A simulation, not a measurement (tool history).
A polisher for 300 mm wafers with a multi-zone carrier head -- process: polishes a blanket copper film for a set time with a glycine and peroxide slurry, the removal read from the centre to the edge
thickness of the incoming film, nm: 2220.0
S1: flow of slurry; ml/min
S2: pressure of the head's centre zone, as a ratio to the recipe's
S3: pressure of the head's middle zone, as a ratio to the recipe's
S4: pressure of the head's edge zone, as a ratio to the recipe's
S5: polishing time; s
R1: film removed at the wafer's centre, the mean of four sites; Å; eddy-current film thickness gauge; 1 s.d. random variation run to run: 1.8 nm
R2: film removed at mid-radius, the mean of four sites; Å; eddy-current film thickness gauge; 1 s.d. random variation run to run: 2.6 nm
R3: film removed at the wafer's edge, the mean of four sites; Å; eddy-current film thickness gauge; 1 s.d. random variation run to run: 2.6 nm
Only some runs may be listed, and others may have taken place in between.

run,hour,S1,S2,S3,S4,S5,R1,R2,R3
1,0,230,1,1,1,72,3600.6,3404.5,3404.2
2,5.4,230,1,1.01,0.98,70,3440.9,3328,3345.1
3,7.5,240,1.02,1.03,0.96,67,3427.3,3246.3,3133
4,14.6,245,1.02,1.04,0.95,65,3270.2,3142.8,2997.1
5,18.2,250,1.02,1.05,0.94,64,3205.5,3229.3,2937.7
6,21.7,250,1.02,1.05,0.94,73,3766.4,3643.8,3416.1
7,25.8,260,1.02,1.05,0.93,70,3573.6,3492,3326.3
8,29.8,250,1.02,1.05,0.92,68,3481.5,3408.7,3134.1
9,33.7,240,1.01,1.04,0.91,67,3335.4,3256.4,3077.8
# hour 35.7: edge zone pressure recalibrated
10,35.7,235,1.01,1.05,0.9,66,3284.7,3254.5,3114.5
11,42.2,300,1.01,1.09,0.81,46,2343.4,2392.5,2127.9
12,44.5,300,1.02,1.1,0.83,46,2393.8,2447.7,2139.3
13,49.7,300,1.02,1.1,0.85,46,2385.1,2398.4,2138.9
14,57.1,300,1.02,1.1,0.85,47,2415.4,2482,2199.5

What does the tool deliver on the next run?
15,60,300,1.03,1.1,0.86,47,?,?,?

Run 15 gave R1 2462.4 Å, R2 2458.9 Å, R3 2220.5 Å.
